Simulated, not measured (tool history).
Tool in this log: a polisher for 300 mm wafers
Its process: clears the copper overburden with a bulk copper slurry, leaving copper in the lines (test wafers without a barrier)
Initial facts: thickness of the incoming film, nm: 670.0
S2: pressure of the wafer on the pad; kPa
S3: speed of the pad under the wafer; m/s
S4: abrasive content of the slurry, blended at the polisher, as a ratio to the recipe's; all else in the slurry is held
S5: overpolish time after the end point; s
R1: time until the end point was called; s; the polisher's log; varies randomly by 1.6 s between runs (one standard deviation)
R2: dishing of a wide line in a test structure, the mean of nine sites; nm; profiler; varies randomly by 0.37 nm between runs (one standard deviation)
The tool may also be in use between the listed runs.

Run 1, hour 0.0: flow of slurry (ml/min) 245, S2 20.7 kPa, S3 0.94 m/s, S4 1.00, S5 16 s. Result: R1 66.147 s, R2 64.422 nm.
Run 2, hour 7.8: flow of slurry (ml/min) 245, S2 19.3 kPa, S3 0.90 m/s, S4 1.00, S5 14 s. Result: R1 72.845 s, R2 56.809 nm.
Run 3, hour 16.8: flow of slurry (ml/min) 265, S2 17.9 kPa, S3 0.84 m/s, S4 1.05, S5 13 s. Result: R1 82.180 s, R2 50.118 nm.
Run 4, hour 19.0: flow of slurry (ml/min) 280, S2 16.5 kPa, S3 0.80 m/s, S4 1.10, S5 12 s. Result: R1 88.713 s, R2 46.290 nm.
Run 5, hour 22.2: flow of slurry (ml/min) 280, S2 13.1 kPa, S3 0.80 m/s, S4 1.10, S5 12 s. Result: R1 111.390 s, R2 38.450 nm.
Run 6, hour 26.6: flow of slurry (ml/min) 295, S2 12.4 kPa, S3 0.76 m/s, S4 1.15, S5 11 s. Result: R1 117.400 s, R2 34.993 nm.
Run 7, hour 33.3: flow of slurry (ml/min) 295, S2 12.4 kPa, S3 0.76 m/s, S4 1.15, S5 11 s. Result: R1 120.170 s, R2 36.369 nm.
Run 8, hour 41.6: flow of slurry (ml/min) 310, S2 11.7 kPa, S3 0.76 m/s, S4 1.10, S5 10 s. Result: R1 127.950 s, R2 31.677 nm.
Run 9, hour 44.2: flow of slurry (ml/min) 320, S2 11.7 kPa, S3 0.82 m/s, S4 1.00, S5 9 s. Result: R1 116.960 s, R2 29.862 nm.
Run 10, hour 52.4: flow of slurry (ml/min) 330, S2 11.7 kPa, S3 0.82 m/s, S4 0.95, S5 8 s. Result: R1 120.350 s, R2 26.796 nm.
Run 11, hour 56.6: flow of slurry (ml/min) 380, S2 11.0 kPa, S3 0.92 m/s, S4 0.70, S5 5 s. Result: R1 115.980 s, R2 19.150 nm.
Run 12, hour 59.2: flow of slurry (ml/min) 380, S2 10.3 kPa, S3 0.90 m/s, S4 0.65, S5 5 s. Result: R1 127.800 s, R2 17.336 nm.

What does the tool deliver on the next run?
Run 13, hour 60.0: flow of slurry (ml/min) 375, S2 10.3 kPa, S3 0.90 m/s, S4 0.65, S5 5 s. Result: R1 ?, R2 ?.

Run 13 produced R1 126.670 s, R2 18.337 nm.
